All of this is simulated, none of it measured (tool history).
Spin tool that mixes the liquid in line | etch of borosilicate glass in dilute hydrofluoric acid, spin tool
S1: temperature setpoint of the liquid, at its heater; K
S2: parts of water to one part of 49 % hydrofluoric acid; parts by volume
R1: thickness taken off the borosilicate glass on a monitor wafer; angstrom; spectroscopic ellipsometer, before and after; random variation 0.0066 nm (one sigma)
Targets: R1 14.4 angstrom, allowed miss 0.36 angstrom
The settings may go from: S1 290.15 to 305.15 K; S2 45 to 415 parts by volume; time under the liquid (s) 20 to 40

Run 1, hour 0: S1 297.15 K, S2 230 parts by volume, time under the liquid (s) 40. Result: R1 23.709 angstrom.
Run 2, hour 2.5: S1 295.65 K, S2 240 parts by volume, time under the liquid (s) 40. Result: R1 21.226 angstrom.
Run 3, hour 9.6: S1 298.15 K, S2 240 parts by volume, time under the liquid (s) 40. Result: R1 23.124 angstrom.
Run 4, hour 18.6: S1 296.65 K, S2 250 parts by volume, time under the liquid (s) 40. Result: R1 20.937 angstrom.
Run 5, hour 22.8: S1 296.65 K, S2 175 parts by volume, time under the liquid (s) 40. Result: R1 32.393 angstrom.
Run 6, hour 25.1: S1 295.65 K, S2 195 parts by volume, time under the liquid (s) 40. Result: R1 27.277 angstrom.
Run 7, hour 30.7: S1 294.65 K, S2 210 parts by volume, time under the liquid (s) 40. Result: R1 24.273 angstrom.
Run 8, hour 32.9: S1 293.65 K, S2 225 parts by volume, time under the liquid (s) 40. Result: R1 21.366 angstrom.
Run 9, hour 34: S1 293.15 K, S2 235 parts by volume, time under the liquid (s) 40. Result: R1 19.807 angstrom.
Run 10, hour 39.4: S1 292.65 K, S2 245 parts by volume, time under the liquid (s) 40. Result: R1 18.55 angstrom.
Run 11, hour 45.3: S1 292.15 K, S2 250 parts by volume, time under the liquid (s) 40. Result: R1 17.721 angstrom.
Run 12, hour 54.1: S1 291.65 K, S2 255 parts by volume, time under the liquid (s) 40. Result: R1 16.952 angstrom.
Run 13, hour 56.8: S1 291.15 K, S2 260 parts by volume, time under the liquid (s) 40. Result: R1 16.187 angstrom.
Run 14, hour 62.2: S1 291.15 K, S2 265 parts by volume, time under the liquid (s) 40. Result: R1 15.84 angstrom.
Run 15, hour 68.5: S1 290.65 K, S2 270 parts by volume, time under the liquid (s) 40. Result: R1 15.262 angstrom.

5 next moves are on the table. One of them brings every result within its allowed miss. Which?
Run A, hour 74.8: S1 290.15 K, S2 265 parts by volume, time under the liquid (s) 40. Result: R1 ?.
Run B, hour 74.8: S1 290.15 K, S2 290 parts by volume, time under the liquid (s) 40. Result: R1 ?.
Run C, hour 74.8: S1 290.15 K, S2 270 parts by volume, time under the liquid (s) 40. Result: R1 ?.
Run D, hour 74.8: S1 291.15 K, S2 275 parts by volume, time under the liquid (s) 40. Result: R1 ?.
Run E, hour 74.8: S1 292.15 K, S2 295 parts by volume, time under the liquid (s) 40. Result: R1 ?.

move      R1
   A  15.343
   B  13.725
   C  14.994
   D  15.228
   E  14.482
A: further off than the last run
B: takes the result that was furthest off past its target
C: nearer than the last run, and not there yet
D: as far off as the last run
E: meets every target
Answer: E
